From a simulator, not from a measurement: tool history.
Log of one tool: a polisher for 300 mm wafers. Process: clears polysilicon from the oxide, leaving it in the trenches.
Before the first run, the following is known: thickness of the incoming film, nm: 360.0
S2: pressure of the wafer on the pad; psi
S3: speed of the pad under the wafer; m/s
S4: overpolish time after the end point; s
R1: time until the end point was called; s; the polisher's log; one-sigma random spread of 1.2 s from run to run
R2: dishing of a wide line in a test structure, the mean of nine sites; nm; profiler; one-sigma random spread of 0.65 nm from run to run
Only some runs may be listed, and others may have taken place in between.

run 1 day=0 | flow_of_slurry_(ml/min)=160 S2=1.7 S3=0.8 S4=15 | R1=57.061 R2=44.492
run 2 day=0.308 | flow_of_slurry_(ml/min)=160 S2=2.1 S3=0.8 S4=15 | R1=50.152 R2=48.601
run 3 day=0.675 | flow_of_slurry_(ml/min)=160 S2=1.7 S3=0.76 S4=13 | R1=60.308 R2=41.737
run 4 day=0.996 | flow_of_slurry_(ml/min)=160 S2=1.7 S3=0.76 S4=10 | R1=60.48 R2=36.257
run 5 day=1.096 | flow_of_slurry_(ml/min)=160 S2=1.4 S3=0.74 S4=10 | R1=71.79 R2=32.695
run 6 day=1.4 | flow_of_slurry_(ml/min)=160 S2=1.4 S3=0.62 S4=10 | R1=82.331 R2=29.393

Run 7 has not been measured yet. What should we expect?
-- day=1.588 slurry nozzle cleaned
run 7 day=1.588 | flow_of_slurry_(ml/min)=160 S2=1.3 S3=0.62 S4=11 | R1=? R2=?

{"run 7": {"R1": 79.24, "R2": 32.944}}
